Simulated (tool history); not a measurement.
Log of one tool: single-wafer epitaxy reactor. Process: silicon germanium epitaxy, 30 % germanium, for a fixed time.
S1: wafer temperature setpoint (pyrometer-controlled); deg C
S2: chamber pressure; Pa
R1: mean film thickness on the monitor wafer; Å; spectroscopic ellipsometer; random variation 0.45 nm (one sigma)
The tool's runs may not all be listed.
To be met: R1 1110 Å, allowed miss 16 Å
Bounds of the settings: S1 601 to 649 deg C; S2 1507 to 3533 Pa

run  hour   S1    S2      R1
  1     0  625  2520  907.44
  2   2.1  620  2520  850.32
  3   2.7  620  2786  875.14
  4   8.6  623  2786  907.04
  5  13.1  623  3146  944.83
  6  18.8  625  3146  975.95
  7  27.8  627  3146  1007.4
  8  32.5  628  3146  1018.4
  9  38.1  629  3146  1037.9
 10  45.1  630  3146  1052.7
 11  53.4  631  3146  1079.4
 12  54.3  632  3146  1089.4

Which of these 4 next moves meets every target?
  A  55.2  630  3053   ?
  B  55.2  631  3133   ?
  C  55.2  633  2973   ?
  D  55.2  632  3440   ?

move      R1
   A  1046.1
   B  1070.9
   C  1084.8
   D  1121.2
A: further off than the last run
B: further off than the last run
C: further off than the last run
D: meets every target
Move D is the one to make.

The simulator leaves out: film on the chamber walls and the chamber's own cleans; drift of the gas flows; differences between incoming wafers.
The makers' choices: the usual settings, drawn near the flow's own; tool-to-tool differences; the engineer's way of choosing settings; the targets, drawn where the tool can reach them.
